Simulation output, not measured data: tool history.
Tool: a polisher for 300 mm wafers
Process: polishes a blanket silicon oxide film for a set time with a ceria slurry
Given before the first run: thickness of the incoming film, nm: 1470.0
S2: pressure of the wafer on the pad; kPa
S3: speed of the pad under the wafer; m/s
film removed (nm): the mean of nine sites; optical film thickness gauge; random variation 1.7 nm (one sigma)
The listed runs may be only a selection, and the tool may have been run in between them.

{"run": 1, "hour": 0.0, "flow of slurry (ml/min)": 275, "S2": 22.8, "S3": 1.02, "polishing time (s)": 51, "film removed (nm)": 249.34}
{"run": 2, "hour": 6.8, "flow of slurry (ml/min)": 275, "S2": 22.8, "S3": 1.02, "polishing time (s)": 51, "film removed (nm)": 247.49}
{"run": 3, "hour": 11.8, "flow of slurry (ml/min)": 275, "S2": 19.3, "S3": 1.02, "polishing time (s)": 51, "film removed (nm)": 208.58}
{"run": 4, "hour": 20.4, "flow of slurry (ml/min)": 275, "S2": 17.2, "S3": 1.02, "polishing time (s)": 51, "film removed (nm)": 188.32}
{"run": 5, "hour": 28.6, "flow of slurry (ml/min)": 275, "S2": 15.9, "S3": 1.02, "polishing time (s)": 51, "film removed (nm)": 171.45}
{"run": 6, "hour": 31.4, "flow of slurry (ml/min)": 210, "S2": 15.9, "S3": 1.02, "polishing time (s)": 51, "film removed (nm)": 167.17}

Run 7 comes next. What will it give?
{"run": 7, "hour": 37.7, "flow of slurry (ml/min)": 210, "S2": 13.1, "S3": 1.02, "polishing time (s)": 51, "film removed (nm)": "?"}

film removed (nm): 143.56

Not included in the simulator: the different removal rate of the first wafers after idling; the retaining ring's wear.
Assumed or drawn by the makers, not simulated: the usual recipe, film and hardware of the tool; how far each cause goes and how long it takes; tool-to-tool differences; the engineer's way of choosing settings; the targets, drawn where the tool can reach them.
